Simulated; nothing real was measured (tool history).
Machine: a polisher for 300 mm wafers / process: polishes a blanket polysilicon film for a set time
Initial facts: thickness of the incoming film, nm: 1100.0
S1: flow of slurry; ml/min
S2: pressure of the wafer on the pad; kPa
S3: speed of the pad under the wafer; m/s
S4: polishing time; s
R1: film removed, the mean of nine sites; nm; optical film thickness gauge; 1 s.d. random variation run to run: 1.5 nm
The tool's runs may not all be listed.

| run | hour | S1 | S2 | S3 | S4 | R1 |
|---|---|---|---|---|---|---|
| 1 | 0 | 130 | 13.8 | 1.1 | 17 | 104.78 |
| 2 | 1 | 130 | 13.8 | 1.1 | 17 | 105.12 |
| 3 | 2.5 | 130 | 11.7 | 1.1 | 17 | 88.518 |
| 4 | 10.6 | 140 | 13.8 | 1.1 | 17 | 106.82 |
| 5 | 18 | 150 | 15.2 | 1.1 | 17 | 114.53 |
| 6 | 18.5 | 180 | 15.2 | 1.1 | 17 | 116.87 |

The next listed run, before its measurement:
|  | 19.5 | slurry nozzle cleaned |
| 7 | 19.5 | 180 | 16.5 | 1.1 | 17 | ? |

{"run 7": {"R1": 132.6}}

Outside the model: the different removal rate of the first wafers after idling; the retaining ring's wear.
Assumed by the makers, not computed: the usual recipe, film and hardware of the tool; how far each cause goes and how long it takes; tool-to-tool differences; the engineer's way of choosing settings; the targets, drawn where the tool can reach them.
